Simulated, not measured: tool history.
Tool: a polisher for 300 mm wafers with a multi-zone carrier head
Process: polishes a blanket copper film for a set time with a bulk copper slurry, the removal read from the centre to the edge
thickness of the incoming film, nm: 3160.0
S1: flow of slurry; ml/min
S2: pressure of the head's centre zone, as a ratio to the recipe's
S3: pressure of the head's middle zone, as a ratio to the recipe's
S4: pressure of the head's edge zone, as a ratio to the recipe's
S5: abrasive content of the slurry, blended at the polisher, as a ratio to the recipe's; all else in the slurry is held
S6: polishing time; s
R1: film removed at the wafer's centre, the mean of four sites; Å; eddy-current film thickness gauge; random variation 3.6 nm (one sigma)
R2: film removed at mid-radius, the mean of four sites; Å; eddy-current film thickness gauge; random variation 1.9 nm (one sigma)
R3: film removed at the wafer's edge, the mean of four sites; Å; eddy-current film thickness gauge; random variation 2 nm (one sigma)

run,hour,S1,S2,S3,S4,S5,S6,R1,R2,R3
1,0.0,140,1.00,1.00,1.00,1.0,32,3377.3,3380.5,3468.5
2,8.2,140,1.04,1.00,1.00,1.0,32,3458.0,3361.9,3500.5
3,9.6,140,1.04,1.00,1.00,1.2,32,3694.9,3602.0,3682.5
4,12.7,140,0.97,1.00,1.00,1.2,32,3415.2,3607.0,3700.6
5,17.6,140,0.97,1.00,1.00,1.0,32,3230.9,3348.1,3489.0
6,23.0,120,0.97,1.00,1.00,1.0,32,3065.6,3248.9,3393.4

Forecast run 7:
7,26.5,115,0.97,1.00,0.99,1.0,32,?,?,?

R1: 3089.3 Å
R2: 3236.4 Å
R3: 3368.0 Å

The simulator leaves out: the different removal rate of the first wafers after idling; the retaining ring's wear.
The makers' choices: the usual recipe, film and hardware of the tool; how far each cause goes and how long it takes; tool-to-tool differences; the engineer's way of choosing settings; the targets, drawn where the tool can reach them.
